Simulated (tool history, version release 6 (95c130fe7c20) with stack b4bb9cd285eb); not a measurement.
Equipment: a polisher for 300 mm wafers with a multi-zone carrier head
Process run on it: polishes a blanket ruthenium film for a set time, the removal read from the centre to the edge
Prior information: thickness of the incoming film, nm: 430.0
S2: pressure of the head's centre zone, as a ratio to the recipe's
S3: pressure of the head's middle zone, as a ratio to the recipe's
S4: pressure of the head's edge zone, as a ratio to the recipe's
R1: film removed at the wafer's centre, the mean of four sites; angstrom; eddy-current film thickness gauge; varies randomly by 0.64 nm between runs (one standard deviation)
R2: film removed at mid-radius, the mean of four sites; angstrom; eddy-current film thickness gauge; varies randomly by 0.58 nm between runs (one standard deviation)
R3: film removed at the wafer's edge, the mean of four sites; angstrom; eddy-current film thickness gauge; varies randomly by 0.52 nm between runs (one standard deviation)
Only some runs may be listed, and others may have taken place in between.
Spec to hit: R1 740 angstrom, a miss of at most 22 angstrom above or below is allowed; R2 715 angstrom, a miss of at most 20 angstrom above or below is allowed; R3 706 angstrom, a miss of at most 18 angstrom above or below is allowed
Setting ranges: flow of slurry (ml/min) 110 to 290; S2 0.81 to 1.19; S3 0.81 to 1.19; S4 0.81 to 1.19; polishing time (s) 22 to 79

run 1 day=0 | flow_of_slurry_(ml/min)=185 S2=1 S3=1 S4=1 polishing_time_(s)=50 | R1=500.45 R2=497.11 R3=488.43
run 2 day=0.208 | flow_of_slurry_(ml/min)=205 S2=1 S3=1 S4=1 polishing_time_(s)=50 | R1=500.51 R2=500.07 R3=499.99
run 3 day=0.396 | flow_of_slurry_(ml/min)=205 S2=1 S3=1 S4=1 polishing_time_(s)=57 | R1=581.68 R2=566.12 R3=570.27
run 4 day=0.579 | flow_of_slurry_(ml/min)=225 S2=1.04 S3=1.05 S4=1.05 polishing_time_(s)=59 | R1=615.28 R2=609.38 R3=613.85
run 5 day=0.917 | flow_of_slurry_(ml/min)=235 S2=1.08 S3=1.08 S4=1.07 polishing_time_(s)=61 | R1=663.19 R2=649.04 R3=642.92
run 6 day=1.288 | flow_of_slurry_(ml/min)=235 S2=1.08 S3=1.08 S4=1.07 polishing_time_(s)=74 | R1=798.79 R2=791.52 R3=763
run 7 day=1.512 | flow_of_slurry_(ml/min)=210 S2=1.07 S3=1.06 S4=1.06 polishing_time_(s)=74 | R1=785.9 R2=765.12 R3=766.7
run 8 day=1.75 | flow_of_slurry_(ml/min)=195 S2=1.07 S3=1.05 S4=1.04 polishing_time_(s)=74 | R1=790.68 R2=757.07 R3=742.78
run 9 day=2.025 | flow_of_slurry_(ml/min)=180 S2=1.06 S3=1.04 S4=1.03 polishing_time_(s)=74 | R1=765.83 R2=737.6 R3=743.96
run 10 day=2.062 | flow_of_slurry_(ml/min)=170 S2=1.06 S3=1.04 S4=1.01 polishing_time_(s)=74 | R1=777.46 R2=749.39 R3=731.16
run 11 day=2.167 | flow_of_slurry_(ml/min)=160 S2=1.05 S3=1.03 S4=1.01 polishing_time_(s)=74 | R1=740.89 R2=726.73 R3=725.95

Which one of the following 5 next-run settings gets every result inside its allowed miss? There is exactly one.
run A day=2.271 | flow_of_slurry_(ml/min)=155 S2=1.14 S3=1.14 S4=1.1 polishing_time_(s)=69 | R1=? R2=? R3=?
run B day=2.271 | flow_of_slurry_(ml/min)=140 S2=1.12 S3=1 S4=0.95 polishing_time_(s)=75 | R1=? R2=? R3=?
run C day=2.271 | flow_of_slurry_(ml/min)=180 S2=1.09 S3=0.91 S4=0.97 polishing_time_(s)=73 | R1=? R2=? R3=?
run D day=2.271 | flow_of_slurry_(ml/min)=110 S2=1.03 S3=1.02 S4=1.19 polishing_time_(s)=74 | R1=? R2=? R3=?
run E day=2.271 | flow_of_slurry_(ml/min)=220 S2=1.16 S3=0.93 S4=0.93 polishing_time_(s)=69 | R1=? R2=? R3=?

move=A R1=732.94 R2=720.02 R3=710.05
move=B R1=772.57 R2=719.07 R3=711.72
move=C R1=765.31 R2=690.71 R3=718.08
move=D R1=685.32 R2=690.48 R3=764.69
move=E R1=779.99 R2=676.12 R3=677.45
A: all results land within tolerance of their targets
B: brings the last run's worst result on target, with another outside its allowed miss
C: brings the last run's worst result on target, with another outside its allowed miss
D: lands further from the targets than the last run did
E: pushes the last run's worst result past its target
Move A is the one to make.
